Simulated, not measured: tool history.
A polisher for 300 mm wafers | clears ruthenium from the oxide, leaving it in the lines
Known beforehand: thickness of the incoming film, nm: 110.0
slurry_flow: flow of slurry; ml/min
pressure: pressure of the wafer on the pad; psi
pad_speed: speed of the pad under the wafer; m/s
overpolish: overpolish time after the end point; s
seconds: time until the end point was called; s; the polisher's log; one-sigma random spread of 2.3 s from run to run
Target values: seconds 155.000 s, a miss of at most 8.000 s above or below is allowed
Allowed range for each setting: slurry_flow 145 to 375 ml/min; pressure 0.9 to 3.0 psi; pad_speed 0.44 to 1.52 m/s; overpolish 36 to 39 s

run  hour  slurry_flow  pressure  pad_speed  overpolish  seconds
  1   0.0          240       1.9       0.98          36  122.470
  2   3.0          240       2.3       0.98          36  102.460
  3   8.2          240       2.3       1.20          36   82.182
  4  15.6          240       2.3       1.20          39   84.698
  5  24.5          240       1.9       1.18          39  102.240
  6  29.2          240       1.5       1.18          39  128.020
  7  30.9          240       1.4       1.18          39  138.910
     33.2  -- worn pad replaced by a new one
  8  33.2          240       1.3       1.18          39  128.390
  9  39.3          240       1.2       1.16          39  143.220

Exercise: of the 4 proposed moves below, exactly one satisfies all targets within the stated allowed misses. Which move is it?
  A  45.4          265       1.4       1.02          39        ?
  B  45.4          220       1.2       1.22          38        ?
  C  45.4          165       1.3       1.22          37        ?
  D  45.4          275       1.3       0.96          37        ?

move  seconds
   A  140.510
   B  139.170
   C  132.960
   D  159.490
A: further off than the last run
B: further off than the last run
C: further off than the last run
D: all results in spec
So the answer is move D, the one that meets all the targets.

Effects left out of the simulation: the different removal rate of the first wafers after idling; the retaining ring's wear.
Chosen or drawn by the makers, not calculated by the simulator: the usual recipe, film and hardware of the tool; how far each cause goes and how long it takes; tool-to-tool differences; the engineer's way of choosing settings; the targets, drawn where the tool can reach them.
